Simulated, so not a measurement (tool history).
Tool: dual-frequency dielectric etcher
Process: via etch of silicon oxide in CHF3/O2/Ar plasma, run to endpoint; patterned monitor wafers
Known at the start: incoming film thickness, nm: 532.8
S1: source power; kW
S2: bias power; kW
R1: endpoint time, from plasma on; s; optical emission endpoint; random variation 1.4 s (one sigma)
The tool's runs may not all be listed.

{"run": 1, "day": 0.0, "S1": 0.9, "S2": 0.151, "R1": 232.99}
{"run": 2, "day": 0.329, "S1": 0.9, "S2": 0.164, "R1": 224.52}
{"run": 3, "day": 0.375, "S1": 0.84, "S2": 0.164, "R1": 234.91}
{"run": 4, "day": 0.421, "S1": 0.84, "S2": 0.139, "R1": 254.06}
{"run": 5, "day": 0.5, "S1": 0.84, "S2": 0.126, "R1": 264.41}
{"run": 6, "day": 0.642, "S1": 0.84, "S2": 0.152, "R1": 239.44}
{"run": 7, "day": 0.792, "S1": 0.79, "S2": 0.149, "R1": 252.18}

Run 8 comes next. What will it give?
{"run": 8, "day": 0.925, "S1": 0.61, "S2": 0.146, "R1": "?"}

R1: 288.10 s

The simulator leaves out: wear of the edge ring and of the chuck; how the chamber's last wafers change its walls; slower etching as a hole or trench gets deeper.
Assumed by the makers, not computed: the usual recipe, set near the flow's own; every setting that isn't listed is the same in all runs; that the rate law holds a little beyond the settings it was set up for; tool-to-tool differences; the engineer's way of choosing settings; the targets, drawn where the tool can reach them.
